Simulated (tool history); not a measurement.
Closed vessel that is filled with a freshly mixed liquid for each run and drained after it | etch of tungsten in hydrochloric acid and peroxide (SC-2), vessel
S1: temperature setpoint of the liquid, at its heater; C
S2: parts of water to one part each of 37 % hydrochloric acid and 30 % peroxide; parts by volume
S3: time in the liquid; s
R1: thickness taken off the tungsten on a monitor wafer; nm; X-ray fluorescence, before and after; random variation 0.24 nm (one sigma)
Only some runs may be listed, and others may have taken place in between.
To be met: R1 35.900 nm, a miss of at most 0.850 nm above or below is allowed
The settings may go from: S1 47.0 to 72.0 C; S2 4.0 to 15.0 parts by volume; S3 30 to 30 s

Run 1, hour 0.0: S1 63.0 C, S2 8.5 parts by volume, S3 30 s. Result: R1 26.808 nm.
Run 2, hour 4.2: S1 57.0 C, S2 8.5 parts by volume, S3 30 s. Result: R1 18.618 nm.
Run 3, hour 6.9: S1 53.5 C, S2 8.5 parts by volume, S3 30 s. Result: R1 14.534 nm.
Run 4, hour 11.2: S1 55.0 C, S2 8.5 parts by volume, S3 30 s. Result: R1 16.241 nm.
Run 5, hour 12.7: S1 56.5 C, S2 8.5 parts by volume, S3 30 s. Result: R1 18.206 nm.
Run 6, hour 20.7: S1 56.5 C, S2 8.5 parts by volume, S3 30 s. Result: R1 17.928 nm.
At hour 22.8: chemicals flow meter replaced.
Run 7, hour 22.8: S1 57.5 C, S2 8.5 parts by volume, S3 30 s. Result: R1 17.603 nm.
Run 8, hour 25.7: S1 59.0 C, S2 8.5 parts by volume, S3 30 s. Result: R1 19.158 nm.

Of the 4 settings listed for the next run, only one would bring every result within its allowed miss of target. Which one?
Run A, hour 28.6: S1 68.0 C, S2 5.0 parts by volume, S3 30 s. Result: R1 ?.
Run B, hour 28.6: S1 66.5 C, S2 6.0 parts by volume, S3 30 s. Result: R1 ?.
Run C, hour 28.6: S1 55.5 C, S2 10.5 parts by volume, S3 30 s. Result: R1 ?.
Run D, hour 28.6: S1 64.5 C, S2 6.0 parts by volume, S3 30 s. Result: R1 ?.

move      R1
   A  50.771
   B  40.596
   C  13.082
   D  35.954
A: takes the result that was furthest off past its target
B: takes the result that was furthest off past its target
C: further off than the last run
D: every result within its allowed miss
Correct choice: D, which meets every target
